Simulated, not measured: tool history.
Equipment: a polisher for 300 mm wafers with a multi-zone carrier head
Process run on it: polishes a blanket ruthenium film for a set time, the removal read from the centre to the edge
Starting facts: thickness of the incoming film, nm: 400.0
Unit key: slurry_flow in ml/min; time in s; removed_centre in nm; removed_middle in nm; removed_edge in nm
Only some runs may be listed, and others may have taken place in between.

run	day	slurry_flow	centre_zone	middle_zone	edge_zone	time	removed_centre	removed_middle	removed_edge
1	0.000	250	1.00	1.00	1.00	38	51.838	50.807	52.386
2	0.138	260	1.01	1.02	1.04	39	53.797	52.229	53.352
3	0.388	260	1.01	1.02	0.98	39	53.468	53.976	52.690
4	0.488	260	1.01	1.09	0.98	39	53.882	55.718	51.702
5	0.596	265	1.00	1.08	1.00	41	56.520	57.465	55.425
6	0.833	310	1.00	1.08	1.00	41	57.129	59.469	55.694
7	1.075	310	0.99	1.07	1.02	42	57.353	60.393	58.120

What will run 8 give?
8	1.388	310	0.99	1.07	1.02	42	?	?	?

{"run 8": {"removed_centre": 57.024, "removed_middle": 60.111, "removed_edge": 58.233}}
